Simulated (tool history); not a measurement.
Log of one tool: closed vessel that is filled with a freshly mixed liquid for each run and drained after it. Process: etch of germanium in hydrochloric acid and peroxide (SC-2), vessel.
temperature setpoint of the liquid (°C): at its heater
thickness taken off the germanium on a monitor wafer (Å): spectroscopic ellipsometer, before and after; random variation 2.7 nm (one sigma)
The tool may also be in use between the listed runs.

run	day	temperature setpoint of the liquid (°C)	parts of water to one part each of 37 % hydrochloric acid and 30 % peroxide (parts by volume)	time in the liquid (s)	thickness taken off the germanium on a monitor wafer (Å)
1	0	56	8	105	3210.9
2	0.133	56	10	105	3099.3
3	0.375	56	10	105	3139.5
4	0.488	58	10	105	3349
5	0.696	58	8	105	3402.5
6	0.9	58	8	105	3381.3

Forecast run 7:
7	1.012	59.5	8	105	?

{"run 7": {"thickness taken off the germanium on a monitor wafer (Å)": 3548}}

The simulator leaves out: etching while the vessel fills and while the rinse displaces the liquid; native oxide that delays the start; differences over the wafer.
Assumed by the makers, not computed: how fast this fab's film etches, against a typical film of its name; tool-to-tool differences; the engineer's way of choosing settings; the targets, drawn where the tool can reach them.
